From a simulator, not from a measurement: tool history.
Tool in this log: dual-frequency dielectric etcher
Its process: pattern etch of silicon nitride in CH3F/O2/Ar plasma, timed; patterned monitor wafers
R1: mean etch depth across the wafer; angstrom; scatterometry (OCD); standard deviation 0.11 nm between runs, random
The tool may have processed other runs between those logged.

{"run": 1, "hour": 0.0, "source power (W)": 440, "bias power (W)": 89, "etch time (s)": 37, "R1": 289.06}
{"run": 2, "hour": 2.8, "source power (W)": 440, "bias power (W)": 96, "etch time (s)": 37, "R1": 296.04}
{"run": 3, "hour": 8.5, "source power (W)": 500, "bias power (W)": 96, "etch time (s)": 37, "R1": 306.97}
{"run": 4, "hour": 9.7, "source power (W)": 500, "bias power (W)": 108, "etch time (s)": 37, "R1": 319.23}
{"run": 5, "hour": 16.2, "source power (W)": 530, "bias power (W)": 108, "etch time (s)": 37, "R1": 322.82}
{"run": 6, "hour": 18.7, "source power (W)": 490, "bias power (W)": 108, "etch time (s)": 37, "R1": 315.05}
{"run": 7, "hour": 20.7, "source power (W)": 450, "bias power (W)": 101, "etch time (s)": 36, "R1": 293.87}
{"run": 8, "hour": 25.5, "source power (W)": 420, "bias power (W)": 97, "etch time (s)": 35.5, "R1": 279.64}

Run 9 is up next; what results do you expect?
{"run": 9, "hour": 28.0, "source power (W)": 400, "bias power (W)": 95, "etch time (s)": 35, "R1": "?"}

{"run 9": {"R1": 273.43}}
